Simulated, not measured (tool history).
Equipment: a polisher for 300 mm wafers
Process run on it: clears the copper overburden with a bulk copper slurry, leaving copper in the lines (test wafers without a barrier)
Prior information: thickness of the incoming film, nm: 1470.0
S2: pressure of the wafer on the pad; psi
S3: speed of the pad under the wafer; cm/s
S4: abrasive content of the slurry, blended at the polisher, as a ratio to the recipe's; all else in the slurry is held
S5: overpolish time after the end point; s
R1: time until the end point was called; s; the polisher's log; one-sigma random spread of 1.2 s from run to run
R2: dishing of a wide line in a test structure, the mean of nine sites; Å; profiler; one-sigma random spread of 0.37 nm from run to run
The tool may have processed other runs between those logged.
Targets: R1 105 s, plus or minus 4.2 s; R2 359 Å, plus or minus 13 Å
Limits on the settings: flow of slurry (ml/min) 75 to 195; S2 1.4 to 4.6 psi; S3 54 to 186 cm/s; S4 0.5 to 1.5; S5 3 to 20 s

Run 1, hour 0: flow of slurry (ml/min) 125, S2 3 psi, S3 118 cm/s, S4 1, S5 10 s. Result: R1 137.72 s, R2 394.45 Å.
Run 2, hour 8.7: flow of slurry (ml/min) 130, S2 3.1 psi, S3 118 cm/s, S4 1, S5 9 s. Result: R1 132.07 s, R2 387.34 Å.
Run 3, hour 15.7: flow of slurry (ml/min) 130, S2 3.1 psi, S3 118 cm/s, S4 1.2, S5 9 s. Result: R1 126.96 s, R2 392.06 Å.
Run 4, hour 23.6: flow of slurry (ml/min) 130, S2 3.1 psi, S3 118 cm/s, S4 1.2, S5 12 s. Result: R1 126.5 s, R2 430.29 Å.
Run 5, hour 29.2: flow of slurry (ml/min) 115, S2 3.1 psi, S3 118 cm/s, S4 1.2, S5 12 s. Result: R1 131.81 s, R2 425.47 Å.
Run 6, hour 33.1: flow of slurry (ml/min) 125, S2 3.1 psi, S3 118 cm/s, S4 1.2, S5 11 s. Result: R1 125.97 s, R2 417.22 Å.
Run 7, hour 35.4: flow of slurry (ml/min) 135, S2 3.1 psi, S3 118 cm/s, S4 1.2, S5 10 s. Result: R1 125.04 s, R2 408 Å.
Run 8, hour 36.6: flow of slurry (ml/min) 140, S2 3.1 psi, S3 118 cm/s, S4 1.2, S5 9 s. Result: R1 126.76 s, R2 391.94 Å.
Run 9, hour 40.8: flow of slurry (ml/min) 145, S2 3.2 psi, S3 118 cm/s, S4 1.2, S5 8 s. Result: R1 122.7 s, R2 380.54 Å.
Run 10, hour 43: flow of slurry (ml/min) 160, S2 3.7 psi, S3 120 cm/s, S4 1.2, S5 4 s. Result: R1 104.69 s, R2 281.92 Å.

Which single option among these 4 for the next run brings every result within its allowed miss of target? Just one does.
Run A, hour 45.2: flow of slurry (ml/min) 145, S2 3.7 psi, S3 134 cm/s, S4 1.05, S5 7 s. Result: R1 ?, R2 ?.
Run B, hour 45.2: flow of slurry (ml/min) 165, S2 3.9 psi, S3 122 cm/s, S4 1, S5 6 s. Result: R1 ?, R2 ?.
Run C, hour 45.2: flow of slurry (ml/min) 180, S2 3.5 psi, S3 120 cm/s, S4 1.2, S5 5 s. Result: R1 ?, R2 ?.
Run D, hour 45.2: flow of slurry (ml/min) 110, S2 3.5 psi, S3 158 cm/s, S4 1.1, S5 3 s. Result: R1 ?, R2 ?.

move      R1      R2
   A   104.6  397.56
   B   105.1  369.94
   C  109.69  325.27
   D  102.45   243.9
A: takes the biggest miss from the last run beyond its target
B: in spec on every target
C: nearer than the last run, and not there yet
D: misses by more than the last run did
Move B is the one to make.

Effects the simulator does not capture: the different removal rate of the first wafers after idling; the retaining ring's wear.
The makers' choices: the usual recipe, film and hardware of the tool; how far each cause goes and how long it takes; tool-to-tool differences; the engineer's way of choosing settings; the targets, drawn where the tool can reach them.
